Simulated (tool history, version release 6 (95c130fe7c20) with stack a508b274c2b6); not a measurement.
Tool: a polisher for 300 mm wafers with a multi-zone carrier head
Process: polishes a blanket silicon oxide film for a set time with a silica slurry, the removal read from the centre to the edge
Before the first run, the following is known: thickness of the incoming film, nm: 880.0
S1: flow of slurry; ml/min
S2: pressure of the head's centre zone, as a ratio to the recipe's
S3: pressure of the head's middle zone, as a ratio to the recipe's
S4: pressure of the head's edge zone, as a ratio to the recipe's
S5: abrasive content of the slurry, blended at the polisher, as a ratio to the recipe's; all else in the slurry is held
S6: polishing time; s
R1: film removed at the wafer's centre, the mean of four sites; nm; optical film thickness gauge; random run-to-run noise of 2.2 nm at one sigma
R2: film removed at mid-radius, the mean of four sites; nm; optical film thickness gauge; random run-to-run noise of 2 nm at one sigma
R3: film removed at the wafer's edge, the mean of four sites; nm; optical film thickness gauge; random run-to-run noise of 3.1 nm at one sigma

| run | hour | S1 | S2 | S3 | S4 | S5 | S6 | R1 | R2 | R3 |
|---|---|---|---|---|---|---|---|---|---|---|
| 1 | 0 | 295 | 1 | 1 | 1 | 1 | 59 | 287.99 | 283.09 | 295.63 |
| 2 | 8.2 | 295 | 1 | 1.06 | 1 | 1 | 59 | 287.86 | 297.82 | 292.03 |
| 3 | 11.4 | 295 | 1 | 1 | 1 | 1 | 59 | 292.88 | 281.26 | 289.92 |
| 4 | 14.8 | 295 | 1 | 0.92 | 1 | 1 | 59 | 292.42 | 263.18 | 295.94 |
| 5 | 22.4 | 300 | 1.03 | 0.95 | 0.95 | 0.9 | 59 | 288.48 | 265.63 | 279.01 |
| 6 | 30.2 | 300 | 0.98 | 0.95 | 0.95 | 0.9 | 59 | 274.53 | 263.42 | 275.97 |

Estimate the outcome of run 7 from the log above:
| 7 | 38 | 305 | 1.02 | 0.96 | 0.91 | 0.8 | 59 | ? | ? | ? |

{"run 7": {"R1": 275.45, "R2": 254.28, "R3": 265.2}}

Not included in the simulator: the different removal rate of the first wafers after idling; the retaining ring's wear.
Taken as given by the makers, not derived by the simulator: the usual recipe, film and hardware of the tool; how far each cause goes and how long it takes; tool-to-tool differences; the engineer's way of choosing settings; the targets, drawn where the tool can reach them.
